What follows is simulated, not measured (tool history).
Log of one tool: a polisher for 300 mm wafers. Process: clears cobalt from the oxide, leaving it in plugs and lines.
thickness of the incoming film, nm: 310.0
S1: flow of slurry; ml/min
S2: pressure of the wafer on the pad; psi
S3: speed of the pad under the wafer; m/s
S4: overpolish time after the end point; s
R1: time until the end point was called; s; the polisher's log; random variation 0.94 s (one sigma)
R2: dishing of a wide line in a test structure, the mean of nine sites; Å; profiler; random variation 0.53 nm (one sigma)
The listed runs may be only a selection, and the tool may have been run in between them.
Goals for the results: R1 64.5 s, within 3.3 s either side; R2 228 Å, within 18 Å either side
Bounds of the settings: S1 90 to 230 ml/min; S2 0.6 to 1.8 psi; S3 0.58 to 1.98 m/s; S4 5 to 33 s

run,day,S1,S2,S3,S4,R1,R2
1,0,150,1.2,1.28,17,87.966,341.64
2,0.083,150,0.9,1.28,17,110.28,287.75
3,0.15,150,1.2,1.28,17,85.623,325.75
4,0.408,150,1.3,1.28,17,80.108,365.97
5,0.762,150,1.3,1.28,21,79.382,391.16
6,1.112,120,1.3,1.28,21,83.573,383.39
7,1.404,110,1.3,1.4,16,79.924,348.39
8,1.662,140,1.2,1.48,13,80.297,306.13
9,1.758,180,1.3,1.58,5,66.359,172.18
10,2.092,170,1.3,1.58,6,67.086,194.45

Below are 4 possible settings for the next run. Only one of them brings all results inside the allowed miss of their targets. Which is it?
A,2.425,225,1.3,1.6,5,?,?
B,2.425,175,1.4,1.44,5,?,?
C,2.425,190,1.3,1.62,7,?,?
D,2.425,180,1.3,1.32,8,?,?

move,R1,R2
A,63.104,177.2
B,66.025,170.83
C,63.928,227.59
D,75.481,222.3
A: moves away from the targets compared with the last run
B: moves away from the targets compared with the last run
C: each result inside its tolerance
D: puts the biggest miss on target and leaves a different result outside tolerance
The right move is C.
